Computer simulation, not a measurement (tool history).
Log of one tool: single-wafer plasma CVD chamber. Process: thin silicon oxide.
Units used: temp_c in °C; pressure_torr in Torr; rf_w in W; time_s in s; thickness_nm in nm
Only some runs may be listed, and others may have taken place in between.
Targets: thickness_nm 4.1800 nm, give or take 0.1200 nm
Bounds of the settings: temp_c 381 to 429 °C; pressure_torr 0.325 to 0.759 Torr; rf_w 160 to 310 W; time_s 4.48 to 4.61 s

run 1 hour=0.0 | temp_c=405 pressure_torr=0.542 rf_w=235 time_s=4.48 | thickness_nm=4.9760
run 2 hour=8.4 | temp_c=405 pressure_torr=0.542 rf_w=250 time_s=4.48 | thickness_nm=5.1245
run 3 hour=13.8 | temp_c=410 pressure_torr=0.542 rf_w=250 time_s=4.48 | thickness_nm=5.1224
run 4 hour=20.5 | temp_c=410 pressure_torr=0.513 rf_w=250 time_s=4.48 | thickness_nm=4.8373
run 5 hour=25.5 | temp_c=410 pressure_torr=0.492 rf_w=250 time_s=4.48 | thickness_nm=4.7293
run 6 hour=30.2 | temp_c=410 pressure_torr=0.470 rf_w=250 time_s=4.48 | thickness_nm=4.4194
run 7 hour=33.0 | temp_c=410 pressure_torr=0.462 rf_w=250 time_s=4.48 | thickness_nm=4.4095
run 8 hour=35.1 | temp_c=410 pressure_torr=0.454 rf_w=250 time_s=4.48 | thickness_nm=4.3078

Pick the move, out of 5, that brings all results within their allowed miss; only one does.
run A hour=37.2 | temp_c=412 pressure_torr=0.463 rf_w=245 time_s=4.61 | thickness_nm=?
run B hour=37.2 | temp_c=403 pressure_torr=0.428 rf_w=265 time_s=4.48 | thickness_nm=?
run C hour=37.2 | temp_c=417 pressure_torr=0.507 rf_w=220 time_s=4.61 | thickness_nm=?
run D hour=37.2 | temp_c=415 pressure_torr=0.487 rf_w=245 time_s=4.48 | thickness_nm=?
run E hour=37.2 | temp_c=407 pressure_torr=0.444 rf_w=280 time_s=4.48 | thickness_nm=?

move=A thickness_nm=4.4460
move=B thickness_nm=4.1921
move=C thickness_nm=4.5318
move=D thickness_nm=4.5260
move=E thickness_nm=4.4672
A: its largest miss is bigger than the last run's
B: all results land within tolerance of their targets
C: its largest miss is bigger than the last run's
D: its largest miss is bigger than the last run's
E: its largest miss is bigger than the last run's
Go with B: it meets all targets.
